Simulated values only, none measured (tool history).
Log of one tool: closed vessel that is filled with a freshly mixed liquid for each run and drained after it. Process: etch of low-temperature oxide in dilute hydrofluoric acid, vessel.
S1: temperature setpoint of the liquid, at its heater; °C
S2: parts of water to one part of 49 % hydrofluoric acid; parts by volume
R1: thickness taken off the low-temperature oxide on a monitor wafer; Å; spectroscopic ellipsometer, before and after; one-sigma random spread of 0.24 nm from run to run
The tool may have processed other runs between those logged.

Run 1, hour 0: S1 26 °C, S2 210 parts by volume, time in the liquid (s) 1050. Result: R1 631.16 Å.
Run 2, hour 1.9: S1 24 °C, S2 210 parts by volume, time in the liquid (s) 1050. Result: R1 589.09 Å.
Run 3, hour 3.5: S1 24 °C, S2 210 parts by volume, time in the liquid (s) 1050. Result: R1 592.42 Å.
Run 4, hour 4: S1 27 °C, S2 210 parts by volume, time in the liquid (s) 1050. Result: R1 652.43 Å.
Run 5, hour 9.4: S1 25 °C, S2 210 parts by volume, time in the liquid (s) 1050. Result: R1 611.57 Å.
Run 6, hour 18.4: S1 25 °C, S2 210 parts by volume, time in the liquid (s) 1050. Result: R1 609.84 Å.
Run 7, hour 24.8: S1 23.5 °C, S2 210 parts by volume, time in the liquid (s) 1050. Result: R1 576.97 Å.
Run 8, hour 26.9: S1 22.5 °C, S2 210 parts by volume, time in the liquid (s) 1050. Result: R1 552.63 Å.

Run 9, settings as shown, results not yet in. Your forecast:
Run 9, hour 30.4: S1 21.5 °C, S2 210 parts by volume, time in the liquid (s) 1050. Result: R1 ?.

R1: 538.63 Å
